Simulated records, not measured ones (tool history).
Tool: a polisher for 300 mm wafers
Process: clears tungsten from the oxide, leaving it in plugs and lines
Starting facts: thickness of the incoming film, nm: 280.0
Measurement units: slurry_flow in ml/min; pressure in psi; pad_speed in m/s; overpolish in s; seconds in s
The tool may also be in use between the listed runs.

run  hour  slurry_flow  pressure  pad_speed  slurry_solids  overpolish  seconds
  1     0          185       4.6       1.24              1          30   38.568
  2   1.9          185       4.6       1.24              1          32   38.963
  3     8          185       4.4       1.24              1          32   40.387
  4    12          220       4.4       1.24              1          32   39.779
  5  17.7          220       4.2       1.24              1          32   41.923
  6  26.6          220       4.2        1.1              1          32     46.3

What will run 7 give?
  7  34.8          220       4.1        1.1              1          32        ?

seconds: 47.204 s
